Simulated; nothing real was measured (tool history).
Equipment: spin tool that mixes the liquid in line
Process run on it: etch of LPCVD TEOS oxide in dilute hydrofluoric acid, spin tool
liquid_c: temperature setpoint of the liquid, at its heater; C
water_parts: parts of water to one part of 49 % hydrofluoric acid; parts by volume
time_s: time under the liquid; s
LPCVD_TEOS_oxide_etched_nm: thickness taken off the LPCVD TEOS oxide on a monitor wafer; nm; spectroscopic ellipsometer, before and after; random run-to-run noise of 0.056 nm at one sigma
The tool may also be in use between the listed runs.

| run | hour | liquid_c | water_parts | time_s | LPCVD_TEOS_oxide_etched_nm |
|---|---|---|---|---|---|
| 1 | 0.0 | 24.0 | 210 | 55 | 6.4592 |
| 2 | 4.9 | 26.0 | 210 | 55 | 6.9627 |
| 3 | 8.4 | 26.0 | 210 | 55 | 7.0010 |
| 4 | 13.7 | 27.0 | 210 | 55 | 7.1667 |
| 5 | 21.3 | 27.0 | 210 | 40 | 5.2618 |
| 6 | 29.2 | 27.5 | 190 | 40 | 6.0367 |
| 7 | 36.1 | 28.0 | 170 | 40 | 7.0350 |
| 8 | 42.2 | 28.0 | 170 | 40 | 7.0188 |
| 9 | 46.0 | 28.5 | 160 | 40 | 7.7585 |

What does the tool deliver on the next run?
| 10 | 47.1 | 28.5 | 160 | 40 | ? |

Run 10 produced LPCVD_TEOS_oxide_etched_nm 7.7359 nm.
